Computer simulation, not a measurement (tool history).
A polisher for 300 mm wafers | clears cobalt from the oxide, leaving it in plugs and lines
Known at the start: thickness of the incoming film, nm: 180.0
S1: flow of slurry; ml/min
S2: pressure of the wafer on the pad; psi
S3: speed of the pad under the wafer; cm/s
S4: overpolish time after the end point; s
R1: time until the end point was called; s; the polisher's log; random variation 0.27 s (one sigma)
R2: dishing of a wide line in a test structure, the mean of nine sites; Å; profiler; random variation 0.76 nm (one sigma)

run 1 hour=0 | S1=175 S2=2.1 S3=112 S4=21 | R1=30.838 R2=573.38
run 2 hour=3.6 | S1=175 S2=2.4 S3=114 S4=21 | R1=27.237 R2=580.82
run 3 hour=11.7 | S1=145 S2=2.4 S3=114 S4=21 | R1=28.763 R2=600.92
run 4 hour=12.2 | S1=170 S2=2.4 S3=114 S4=21 | R1=27.427 R2=593.5
run 5 hour=21.2 | S1=180 S2=2.6 S3=116 S4=22 | R1=26.114 R2=620.03
run 6 hour=25.9 | S1=180 S2=2.8 S3=116 S4=22 | R1=23.958 R2=628.75
run 7 hour=31.3 | S1=185 S2=3.2 S3=128 S4=22 | R1=20.55 R2=645.23

The next listed run, before its measurement:
run 8 hour=38.9 | S1=185 S2=3.2 S3=132 S4=22 | R1=? R2=?

{"run 8": {"R1": 19.886, "R2": 660.54}}
